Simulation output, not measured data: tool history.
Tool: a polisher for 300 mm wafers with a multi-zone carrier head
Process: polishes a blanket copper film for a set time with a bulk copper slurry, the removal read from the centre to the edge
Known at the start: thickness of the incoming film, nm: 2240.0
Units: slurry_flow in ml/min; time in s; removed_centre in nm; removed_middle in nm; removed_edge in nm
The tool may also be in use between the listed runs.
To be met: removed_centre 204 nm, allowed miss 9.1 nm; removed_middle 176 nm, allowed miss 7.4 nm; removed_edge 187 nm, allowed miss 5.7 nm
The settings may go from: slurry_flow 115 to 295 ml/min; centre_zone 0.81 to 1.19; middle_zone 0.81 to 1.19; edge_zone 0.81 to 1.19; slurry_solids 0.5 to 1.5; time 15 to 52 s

run 1 hour=0 | slurry_flow=190 centre_zone=1 middle_zone=1 edge_zone=1 slurry_solids=1 time=33 | removed_centre=320.46 removed_middle=332.3 removed_edge=348.58
run 2 hour=4.3 | slurry_flow=190 centre_zone=1 middle_zone=1 edge_zone=1 slurry_solids=1 time=27 | removed_centre=262.65 removed_middle=266.48 removed_edge=284.5
run 3 hour=6.6 | slurry_flow=190 centre_zone=1.02 middle_zone=0.98 edge_zone=0.96 slurry_solids=0.85 time=25 | removed_centre=239.52 removed_middle=234.94 removed_edge=251.4
run 4 hour=7.9 | slurry_flow=190 centre_zone=1.02 middle_zone=0.98 edge_zone=0.96 slurry_solids=1.05 time=25 | removed_centre=252.05 removed_middle=248.24 removed_edge=262.46
run 5 hour=15.1 | slurry_flow=190 centre_zone=1.02 middle_zone=0.98 edge_zone=0.96 slurry_solids=0.9 time=25 | removed_centre=244.34 removed_middle=238.4 removed_edge=252.28
run 6 hour=19.9 | slurry_flow=185 centre_zone=1.03 middle_zone=0.96 edge_zone=0.93 slurry_solids=0.8 time=24 | removed_centre=230.93 removed_middle=224.93 removed_edge=236.96
run 7 hour=26.5 | slurry_flow=185 centre_zone=1.05 middle_zone=0.94 edge_zone=0.91 slurry_solids=0.7 time=23 | removed_centre=217.64 removed_middle=201.56 removed_edge=218.83
run 8 hour=34.7 | slurry_flow=180 centre_zone=1.07 middle_zone=0.93 edge_zone=0.88 slurry_solids=0.65 time=23 | removed_centre=217.74 removed_middle=203.35 removed_edge=213.04
run 9 hour=36.8 | slurry_flow=180 centre_zone=1.08 middle_zone=0.91 edge_zone=0.86 slurry_solids=0.6 time=23 | removed_centre=214.66 removed_middle=193.51 removed_edge=206.06
run 10 hour=37.9 | slurry_flow=175 centre_zone=1.09 middle_zone=0.9 edge_zone=0.85 slurry_solids=0.55 time=23 | removed_centre=213.61 removed_middle=185.27 removed_edge=199.55
run 11 hour=45 | slurry_flow=165 centre_zone=1.09 middle_zone=0.9 edge_zone=0.84 slurry_solids=0.55 time=23 | removed_centre=206.48 removed_middle=186.71 removed_edge=202.48
run 12 hour=51.6 | slurry_flow=170 centre_zone=1.09 middle_zone=0.9 edge_zone=0.84 slurry_solids=0.55 time=23 | removed_centre=219.54 removed_middle=185.99 removed_edge=200.19
run 13 hour=59.7 | slurry_flow=170 centre_zone=1.09 middle_zone=0.9 edge_zone=0.83 slurry_solids=0.55 time=23 | removed_centre=211.53 removed_middle=185.82 removed_edge=197.26
run 14 hour=67.2 | slurry_flow=170 centre_zone=1.09 middle_zone=0.9 edge_zone=0.83 slurry_solids=0.55 time=23 | removed_centre=215.99 removed_middle=189.71 removed_edge=199.67
-- hour=70.5 edge zone pressure recalibrated
run 15 hour=70.5 | slurry_flow=170 centre_zone=1.09 middle_zone=0.89 edge_zone=0.83 slurry_solids=0.55 time=23 | removed_centre=214.18 removed_middle=183.46 removed_edge=192.68
run 16 hour=79 | slurry_flow=170 centre_zone=1.09 middle_zone=0.89 edge_zone=0.83 slurry_solids=0.55 time=23 | removed_centre=209.02 removed_middle=188.72 removed_edge=189.74
run 17 hour=86.6 | slurry_flow=165 centre_zone=1.1 middle_zone=0.89 edge_zone=0.83 slurry_solids=0.55 time=23 | removed_centre=212.4 removed_middle=183.04 removed_edge=190.38

4 next moves are on the table. One of them brings every result within its allowed miss. Which?
run A hour=94.2 | slurry_flow=175 centre_zone=1.07 middle_zone=1 edge_zone=0.84 slurry_solids=0.65 time=21 | removed_centre=? removed_middle=? removed_edge=?
run B hour=94.2 | slurry_flow=120 centre_zone=1.1 middle_zone=0.88 edge_zone=0.84 slurry_solids=0.5 time=24 | removed_centre=? removed_middle=? removed_edge=?
run C hour=94.2 | slurry_flow=135 centre_zone=1.19 middle_zone=0.87 edge_zone=0.81 slurry_solids=0.75 time=22 | removed_centre=? removed_middle=? removed_edge=?
run D hour=94.2 | slurry_flow=130 centre_zone=1.09 middle_zone=0.95 edge_zone=0.81 slurry_solids=0.6 time=24 | removed_centre=? removed_middle=? removed_edge=?

move=A removed_centre=198.06 removed_middle=191.52 removed_edge=183.91
move=B removed_centre=200.87 removed_middle=173.81 removed_edge=188.65
move=C removed_centre=222.59 removed_middle=175.62 removed_edge=188.13
move=D removed_centre=210.98 removed_middle=194.33 removed_edge=195.32
A: further off than the last run
B: meets every target
C: brings the result that was furthest off to its target, and leaves another outside
D: further off than the last run
Answer: B

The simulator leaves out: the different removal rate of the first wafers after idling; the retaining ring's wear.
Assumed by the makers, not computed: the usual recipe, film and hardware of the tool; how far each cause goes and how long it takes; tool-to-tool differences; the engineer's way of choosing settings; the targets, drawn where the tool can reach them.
